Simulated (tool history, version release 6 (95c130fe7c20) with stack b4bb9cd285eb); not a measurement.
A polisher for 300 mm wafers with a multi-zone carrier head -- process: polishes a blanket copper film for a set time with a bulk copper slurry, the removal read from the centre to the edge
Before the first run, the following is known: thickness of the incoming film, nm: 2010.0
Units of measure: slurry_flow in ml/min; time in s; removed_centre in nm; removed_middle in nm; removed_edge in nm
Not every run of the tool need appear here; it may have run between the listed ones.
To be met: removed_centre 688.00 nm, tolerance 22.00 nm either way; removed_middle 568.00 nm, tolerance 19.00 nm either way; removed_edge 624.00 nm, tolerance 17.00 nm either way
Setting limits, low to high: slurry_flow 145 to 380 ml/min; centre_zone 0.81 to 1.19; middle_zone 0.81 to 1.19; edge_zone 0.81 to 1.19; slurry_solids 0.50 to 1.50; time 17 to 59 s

{"run": 1, "hour": 0.0, "slurry_flow": 245, "centre_zone": 1.0, "middle_zone": 1.0, "edge_zone": 1.0, "slurry_solids": 1.0, "time": 38, "removed_centre": 496.63, "removed_middle": 488.99, "removed_edge": 479.68}
{"run": 2, "hour": 2.9, "slurry_flow": 255, "centre_zone": 1.05, "middle_zone": 0.99, "edge_zone": 1.06, "slurry_solids": 1.15, "time": 39, "removed_centre": 555.1, "removed_middle": 535.74, "removed_edge": 525.78}
{"run": 3, "hour": 4.0, "slurry_flow": 255, "centre_zone": 1.05, "middle_zone": 0.99, "edge_zone": 1.06, "slurry_solids": 1.25, "time": 39, "removed_centre": 565.24, "removed_middle": 536.64, "removed_edge": 544.59}
{"run": 4, "hour": 6.7, "slurry_flow": 225, "centre_zone": 1.05, "middle_zone": 0.99, "edge_zone": 1.06, "slurry_solids": 1.25, "time": 39, "removed_centre": 560.4, "removed_middle": 530.3, "removed_edge": 540.96}
{"run": 5, "hour": 9.8, "slurry_flow": 225, "centre_zone": 1.09, "middle_zone": 0.97, "edge_zone": 1.09, "slurry_solids": 1.35, "time": 39, "removed_centre": 586.17, "removed_middle": 535.77, "removed_edge": 560.14}
{"run": 6, "hour": 17.4, "slurry_flow": 240, "centre_zone": 1.12, "middle_zone": 0.95, "edge_zone": 1.12, "slurry_solids": 1.4, "time": 39, "removed_centre": 605.46, "removed_middle": 530.74, "removed_edge": 578.01}
{"run": 7, "hour": 25.5, "slurry_flow": 250, "centre_zone": 1.14, "middle_zone": 0.95, "edge_zone": 1.13, "slurry_solids": 1.45, "time": 39, "removed_centre": 622.49, "removed_middle": 532.39, "removed_edge": 581.96}
{"run": 8, "hour": 33.7, "slurry_flow": 250, "centre_zone": 1.16, "middle_zone": 0.95, "edge_zone": 1.14, "slurry_solids": 1.45, "time": 40, "removed_centre": 645.22, "removed_middle": 545.06, "removed_edge": 603.71}
{"run": 9, "hour": 39.5, "slurry_flow": 255, "centre_zone": 1.17, "middle_zone": 0.95, "edge_zone": 1.14, "slurry_solids": 1.45, "time": 40, "removed_centre": 659.17, "removed_middle": 554.25, "removed_edge": 606.79}
{"run": 10, "hour": 48.1, "slurry_flow": 260, "centre_zone": 1.18, "middle_zone": 0.95, "edge_zone": 1.14, "slurry_solids": 1.45, "time": 40, "removed_centre": 668.57, "removed_middle": 548.04, "removed_edge": 606.07}

Consider the 4 candidate settings below. Which is the only one whose results all fall within their allowed miss of target?
{"run": "A", "hour": 56.7, "slurry_flow": 230, "centre_zone": 1.12, "middle_zone": 1.08, "edge_zone": 1.09, "slurry_solids": 1.3, "time": 42, "removed_centre": "?", "removed_middle": "?", "removed_edge": "?"}
{"run": "B", "hour": 56.7, "slurry_flow": 265, "centre_zone": 1.12, "middle_zone": 0.89, "edge_zone": 1.19, "slurry_solids": 1.45, "time": 43, "removed_centre": "?", "removed_middle": "?", "removed_edge": "?"}
{"run": "C", "hour": 56.7, "slurry_flow": 225, "centre_zone": 1.11, "middle_zone": 0.96, "edge_zone": 1.17, "slurry_solids": 1.5, "time": 41, "removed_centre": "?", "removed_middle": "?", "removed_edge": "?"}
{"run": "D", "hour": 56.7, "slurry_flow": 240, "centre_zone": 1.13, "middle_zone": 0.9, "edge_zone": 1.05, "slurry_solids": 1.5, "time": 43, "removed_centre": "?", "removed_middle": "?", "removed_edge": "?"}

move=A removed_centre=633.80 removed_middle=618.69 removed_edge=604.12
move=B removed_centre=677.82 removed_middle=562.00 removed_edge=675.14
move=C removed_centre=636.13 removed_middle=566.84 removed_edge=635.55
move=D removed_centre=681.88 removed_middle=567.08 removed_edge=634.53
A: misses by more than the last run did
B: carries the result that was furthest off beyond its target, to the other side
C: corrects the largest miss of the last run, while another result sits out of spec
D: meets every target
Answer: D
